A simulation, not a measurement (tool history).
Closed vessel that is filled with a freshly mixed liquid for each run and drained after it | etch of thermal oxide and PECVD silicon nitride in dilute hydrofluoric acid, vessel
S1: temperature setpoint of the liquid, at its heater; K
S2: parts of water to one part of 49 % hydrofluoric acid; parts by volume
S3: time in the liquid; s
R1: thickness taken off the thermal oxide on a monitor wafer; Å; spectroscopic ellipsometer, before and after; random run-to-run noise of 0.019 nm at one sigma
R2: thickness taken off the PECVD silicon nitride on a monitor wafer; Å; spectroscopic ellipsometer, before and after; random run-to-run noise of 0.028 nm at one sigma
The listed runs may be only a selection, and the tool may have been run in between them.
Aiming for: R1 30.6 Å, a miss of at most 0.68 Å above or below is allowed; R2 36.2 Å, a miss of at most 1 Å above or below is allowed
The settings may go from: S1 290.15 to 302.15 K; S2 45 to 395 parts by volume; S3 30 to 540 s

Run 1, day 0: S1 294.15 K, S2 220 parts by volume, S3 275 s. Result: R1 42.62 Å, R2 53.099 Å.
Run 2, day 0.312: S1 294.15 K, S2 285 parts by volume, S3 275 s. Result: R1 30.831 Å, R2 40.978 Å.
Run 3, day 0.692: S1 294.15 K, S2 285 parts by volume, S3 345 s. Result: R1 38.992 Å, R2 52.257 Å.
Run 4, day 0.846: S1 294.15 K, S2 285 parts by volume, S3 290 s. Result: R1 32.719 Å, R2 43.343 Å.
Run 5, day 0.962: S1 296.15 K, S2 285 parts by volume, S3 290 s. Result: R1 35.202 Å, R2 49.023 Å.
Run 6, day 1.158: S1 296.15 K, S2 285 parts by volume, S3 200 s. Result: R1 24.088 Å, R2 33.828 Å.
Run 7, day 1.371: S1 295.65 K, S2 270 parts by volume, S3 195 s. Result: R1 24.795 Å, R2 34.033 Å.
Run 8, day 1.604: S1 295.15 K, S2 255 parts by volume, S3 190 s. Result: R1 25.507 Å, R2 33.467 Å.
Run 9, day 1.721: S1 295.15 K, S2 245 parts by volume, S3 185 s. Result: R1 26.378 Å, R2 34.1 Å.
Run 10, day 1.971: S1 295.15 K, S2 235 parts by volume, S3 180 s. Result: R1 26.884 Å, R2 34.341 Å.
Run 11, day 2.25: S1 295.15 K, S2 225 parts by volume, S3 175 s. Result: R1 27.411 Å, R2 35.608 Å.
Run 12, day 2.567: S1 292.65 K, S2 175 parts by volume, S3 165 s. Result: R1 32.307 Å, R2 36.329 Å.
Run 13, day 2.925: S1 292.65 K, S2 180 parts by volume, S3 165 s. Result: R1 30.991 Å, R2 35.144 Å.

Which single option among these 5 for the next run brings every result within its allowed miss of target? Just one does.
Run A, day 3.283: S1 295.65 K, S2 220 parts by volume, S3 185 s. Result: R1 ?, R2 ?.
Run B, day 3.283: S1 296.15 K, S2 265 parts by volume, S3 215 s. Result: R1 ?, R2 ?.
Run C, day 3.283: S1 291.65 K, S2 235 parts by volume, S3 235 s. Result: R1 ?, R2 ?.
Run D, day 3.283: S1 292.65 K, S2 200 parts by volume, S3 175 s. Result: R1 ?, R2 ?.
Run E, day 3.283: S1 290.65 K, S2 220 parts by volume, S3 220 s. Result: R1 ?, R2 ?.

move      R1      R2
   A  30.674  39.269
   B  28.813   39.22
   C  30.908  36.114
   D  29.053  33.565
   E  30.139   33.71
A: takes the result that was furthest off past its target
B: takes the result that was furthest off past its target
C: every result within its allowed miss
D: its largest miss is bigger than the last run's
E: its largest miss is bigger than the last run's
The right move is C.
